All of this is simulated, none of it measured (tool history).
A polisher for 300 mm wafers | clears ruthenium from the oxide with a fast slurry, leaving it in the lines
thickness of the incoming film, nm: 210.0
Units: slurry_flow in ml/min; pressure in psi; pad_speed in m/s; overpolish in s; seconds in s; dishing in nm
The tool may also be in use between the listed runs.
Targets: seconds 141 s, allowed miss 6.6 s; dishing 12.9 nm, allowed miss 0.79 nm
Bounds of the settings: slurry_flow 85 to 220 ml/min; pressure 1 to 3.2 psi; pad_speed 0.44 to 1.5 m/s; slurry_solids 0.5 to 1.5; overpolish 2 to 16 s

run 1 day=0 | slurry_flow=140 pressure=2.1 pad_speed=0.96 slurry_solids=1 overpolish=8 | seconds=77.257 dishing=15.069
run 2 day=0.333 | slurry_flow=140 pressure=2.1 pad_speed=0.82 slurry_solids=1 overpolish=8 | seconds=90.106 dishing=13.694
run 3 day=0.679 | slurry_flow=140 pressure=2.1 pad_speed=1.04 slurry_solids=1 overpolish=8 | seconds=73.578 dishing=16.232
run 4 day=0.942 | slurry_flow=140 pressure=2.1 pad_speed=1.14 slurry_solids=1 overpolish=8 | seconds=66.311 dishing=16.782
run 5 day=1.3 | slurry_flow=140 pressure=2.1 pad_speed=1.14 slurry_solids=1 overpolish=10 | seconds=66.458 dishing=20.984
run 6 day=1.55 | slurry_flow=140 pressure=1.9 pad_speed=1.1 slurry_solids=1 overpolish=10 | seconds=75.946 dishing=18.917
run 7 day=1.654 | slurry_flow=140 pressure=1.7 pad_speed=1.06 slurry_solids=1 overpolish=10 | seconds=85.49 dishing=17.201
run 8 day=1.771 | slurry_flow=140 pressure=1.6 pad_speed=1.02 slurry_solids=1 overpolish=10 | seconds=91.307 dishing=15.98
run 9 day=1.85 | slurry_flow=140 pressure=1.5 pad_speed=0.98 slurry_solids=1 overpolish=10 | seconds=99.959 dishing=14.384
run 10 day=2.071 | slurry_flow=140 pressure=1.4 pad_speed=0.96 slurry_solids=1 overpolish=10 | seconds=108.3 dishing=13.73
run 11 day=2.104 | slurry_flow=140 pressure=1.3 pad_speed=0.94 slurry_solids=1 overpolish=10 | seconds=115.51 dishing=12.864
run 12 day=2.3 | slurry_flow=135 pressure=1.2 pad_speed=0.94 slurry_solids=1 overpolish=10 | seconds=124.62 dishing=12.152
run 13 day=2.396 | slurry_flow=105 pressure=1 pad_speed=0.94 slurry_solids=1 overpolish=12 | seconds=152.09 dishing=11.927
run 14 day=2.729 | slurry_flow=110 pressure=1 pad_speed=0.94 slurry_solids=1 overpolish=12 | seconds=149.13 dishing=12.335

5 next moves are on the table. One of them brings every result within its allowed miss. Which?
run A day=3.062 | slurry_flow=105 pressure=1 pad_speed=1.08 slurry_solids=1.1 overpolish=11 | seconds=? dishing=?
run B day=3.062 | slurry_flow=140 pressure=1.2 pad_speed=0.7 slurry_solids=1.5 overpolish=9 | seconds=? dishing=?
run C day=3.062 | slurry_flow=95 pressure=1.2 pad_speed=0.98 slurry_solids=0.95 overpolish=10 | seconds=? dishing=?
run D day=3.062 | slurry_flow=105 pressure=1.1 pad_speed=1.1 slurry_solids=0.75 overpolish=12 | seconds=? dishing=?
run E day=3.062 | slurry_flow=115 pressure=1 pad_speed=1.08 slurry_solids=1.05 overpolish=13 | seconds=? dishing=?

move=A seconds=128.8 dishing=13.024
move=B seconds=140.15 dishing=9.9812
move=C seconds=132.3 dishing=11.628
move=D seconds=141.46 dishing=12.943
move=E seconds=129.88 dishing=15.064
A: takes the result that was furthest off past its target
B: brings the result that was furthest off to its target, and leaves another outside
C: takes the result that was furthest off past its target
D: meets every target
E: takes the result that was furthest off past its target
The right move is D.
